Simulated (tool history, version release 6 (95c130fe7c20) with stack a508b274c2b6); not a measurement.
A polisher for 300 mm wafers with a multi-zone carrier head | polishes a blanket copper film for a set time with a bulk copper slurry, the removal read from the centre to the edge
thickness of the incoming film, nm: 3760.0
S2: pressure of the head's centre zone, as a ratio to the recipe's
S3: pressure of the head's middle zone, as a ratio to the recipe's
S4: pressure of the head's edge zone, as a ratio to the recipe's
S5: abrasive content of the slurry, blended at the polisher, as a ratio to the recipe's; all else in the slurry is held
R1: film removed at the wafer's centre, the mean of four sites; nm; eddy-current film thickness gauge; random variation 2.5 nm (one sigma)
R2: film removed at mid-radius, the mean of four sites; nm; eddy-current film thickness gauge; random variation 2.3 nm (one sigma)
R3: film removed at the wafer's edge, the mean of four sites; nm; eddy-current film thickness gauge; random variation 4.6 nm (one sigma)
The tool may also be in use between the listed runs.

{"run": 1, "hour": 0.0, "flow of slurry (ml/min)": 155, "S2": 1.0, "S3": 1.0, "S4": 1.0, "S5": 1.0, "polishing time (s)": 49, "R1": 422.48, "R2": 428.93, "R3": 427.52}
{"run": 2, "hour": 8.3, "flow of slurry (ml/min)": 155, "S2": 1.04, "S3": 1.0, "S4": 1.0, "S5": 1.0, "polishing time (s)": 49, "R1": 441.65, "R2": 425.8, "R3": 430.99}
{"run": 3, "hour": 15.1, "flow of slurry (ml/min)": 150, "S2": 1.04, "S3": 1.0, "S4": 0.97, "S5": 1.0, "polishing time (s)": 49, "R1": 437.52, "R2": 426.46, "R3": 418.33}
{"run": 4, "hour": 15.8, "flow of slurry (ml/min)": 145, "S2": 1.04, "S3": 0.99, "S4": 0.95, "S5": 1.0, "polishing time (s)": 49, "R1": 433.97, "R2": 419.85, "R3": 419.14}
{"run": 5, "hour": 19.0, "flow of slurry (ml/min)": 140, "S2": 1.04, "S3": 0.99, "S4": 0.93, "S5": 0.95, "polishing time (s)": 49, "R1": 423.25, "R2": 414.39, "R3": 410.07}
{"run": 6, "hour": 26.6, "flow of slurry (ml/min)": 110, "S2": 1.04, "S3": 0.99, "S4": 0.93, "S5": 0.95, "polishing time (s)": 49, "R1": 404.76, "R2": 395.69, "R3": 387.44}
{"run": 7, "hour": 33.6, "flow of slurry (ml/min)": 110, "S2": 1.05, "S3": 0.99, "S4": 0.92, "S5": 0.95, "polishing time (s)": 49, "R1": 403.57, "R2": 393.16, "R3": 391.16}
{"run": 8, "hour": 38.3, "flow of slurry (ml/min)": 115, "S2": 1.1, "S3": 1.02, "S4": 0.82, "S5": 0.8, "polishing time (s)": 49, "R1": 422.47, "R2": 398.49, "R3": 360.83}

The next listed run, before its measurement:
{"run": 9, "hour": 44.7, "flow of slurry (ml/min)": 110, "S2": 1.1, "S3": 1.02, "S4": 0.83, "S5": 0.8, "polishing time (s)": 49, "R1": "?", "R2": "?", "R3": "?"}

{"run 9": {"R1": 409.2, "R2": 396.44, "R3": 360.36}}
